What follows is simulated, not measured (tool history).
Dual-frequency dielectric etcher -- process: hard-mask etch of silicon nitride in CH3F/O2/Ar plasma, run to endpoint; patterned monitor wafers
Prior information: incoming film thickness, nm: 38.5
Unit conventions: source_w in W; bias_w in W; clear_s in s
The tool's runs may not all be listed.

run 1 hour=0.0 | source_w=510 bias_w=96 | clear_s=45.991
run 2 hour=4.0 | source_w=510 bias_w=102 | clear_s=44.090
run 3 hour=8.7 | source_w=520 bias_w=102 | clear_s=44.533
run 4 hour=11.9 | source_w=520 bias_w=96 | clear_s=45.290
run 5 hour=20.9 | source_w=570 bias_w=96 | clear_s=44.705
run 6 hour=27.8 | source_w=520 bias_w=96 | clear_s=45.323
run 7 hour=36.3 | source_w=530 bias_w=97 | clear_s=45.095
run 8 hour=37.1 | source_w=540 bias_w=98 | clear_s=44.740
run 9 hour=39.0 | source_w=550 bias_w=99 | clear_s=44.669

Run 10 is up next; what results do you expect?
run 10 hour=46.5 | source_w=560 bias_w=101 | clear_s=?

clear_s: 43.482 s
